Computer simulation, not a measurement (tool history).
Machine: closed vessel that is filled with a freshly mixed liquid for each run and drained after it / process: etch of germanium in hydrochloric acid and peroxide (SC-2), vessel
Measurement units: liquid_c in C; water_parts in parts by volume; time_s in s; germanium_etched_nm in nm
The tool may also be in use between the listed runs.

{"run": 1, "hour": 0.0, "liquid_c": 51.0, "water_parts": 6.5, "time_s": 35, "germanium_etched_nm": 102.73}
{"run": 2, "hour": 3.8, "liquid_c": 50.5, "water_parts": 6.5, "time_s": 35, "germanium_etched_nm": 101.4}
{"run": 3, "hour": 10.2, "liquid_c": 50.5, "water_parts": 6.5, "time_s": 35, "germanium_etched_nm": 101.69}
{"run": 4, "hour": 15.2, "liquid_c": 50.0, "water_parts": 6.5, "time_s": 35, "germanium_etched_nm": 99.238}
{"run": 5, "hour": 17.4, "liquid_c": 50.0, "water_parts": 6.5, "time_s": 30, "germanium_etched_nm": 85.513}
{"run": 6, "hour": 19.8, "liquid_c": 50.5, "water_parts": 6.5, "time_s": 30, "germanium_etched_nm": 86.891}

The next listed run, before its measurement:
{"run": 7, "hour": 20.9, "liquid_c": 51.0, "water_parts": 6.5, "time_s": 30, "germanium_etched_nm": "?"}

{"run 7": {"germanium_etched_nm": 88.254}}
